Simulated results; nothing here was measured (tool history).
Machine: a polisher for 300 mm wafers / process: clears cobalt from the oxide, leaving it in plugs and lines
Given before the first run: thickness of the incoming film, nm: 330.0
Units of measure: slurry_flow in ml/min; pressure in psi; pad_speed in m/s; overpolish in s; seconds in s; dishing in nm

run    day  slurry_flow  pressure  pad_speed  overpolish  seconds  dishing
  1      0          260       2.2       0.76          10   92.411   20.185
  2   0.25          205       2.2       0.76          10   96.122   20.076
  3    0.5          260       2.3       0.76           8   91.422   18.661
  4  0.792          300         2       0.88           7    86.73   16.928
  5  1.142          300         2       0.88           5   86.654    13.39
  6  1.271          300       2.2       0.88           5   78.606   14.217
  7  1.383          305       2.1       0.96           4   75.873   12.441
  8  1.496          310       2.2       0.98           4    71.31   13.328
  9  1.738          290       2.2       1.04           4   66.456   13.577
 10  2.012          315       2.1       1.08           4   67.692   13.714

Estimate the outcome of run 11 from the log above:
 11  2.179          245       2.7        0.9           3        ?        ?

{"run 11": {"seconds": 66.794, "dishing": 11.385}}
